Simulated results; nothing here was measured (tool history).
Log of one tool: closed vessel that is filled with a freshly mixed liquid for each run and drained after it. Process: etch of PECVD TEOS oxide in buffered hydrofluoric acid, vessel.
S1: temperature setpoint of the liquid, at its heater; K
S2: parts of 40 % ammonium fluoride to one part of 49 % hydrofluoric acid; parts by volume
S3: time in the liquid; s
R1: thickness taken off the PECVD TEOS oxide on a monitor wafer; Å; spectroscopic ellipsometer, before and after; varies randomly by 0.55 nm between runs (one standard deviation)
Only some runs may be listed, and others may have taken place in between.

Run 1, day 0.000: S1 296.15 K, S2 12.0 parts by volume, S3 30 s. Result: R1 515.70 Å.
Run 2, day 0.229: S1 298.65 K, S2 10.0 parts by volume, S3 30 s. Result: R1 707.11 Å.
Run 3, day 0.579: S1 298.65 K, S2 8.0 parts by volume, S3 30 s. Result: R1 852.28 Å.
Run 4, day 0.646: S1 298.65 K, S2 10.5 parts by volume, S3 30 s. Result: R1 675.04 Å.
Run 5, day 0.712: S1 296.65 K, S2 10.5 parts by volume, S3 30 s. Result: R1 603.05 Å.
Run 6, day 0.750: S1 295.15 K, S2 10.5 parts by volume, S3 30 s. Result: R1 555.70 Å.
Run 7, day 1.012: S1 298.15 K, S2 8.5 parts by volume, S3 30 s. Result: R1 784.19 Å.
Run 8, day 1.250: S1 300.15 K, S2 7.5 parts by volume, S3 30 s. Result: R1 1000.30 Å.

What will run 9 give?
Run 9, day 1.617: S1 301.65 K, S2 7.0 parts by volume, S3 30 s. Result: R1 ?.

Run 9 produced R1 1159.70 Å.
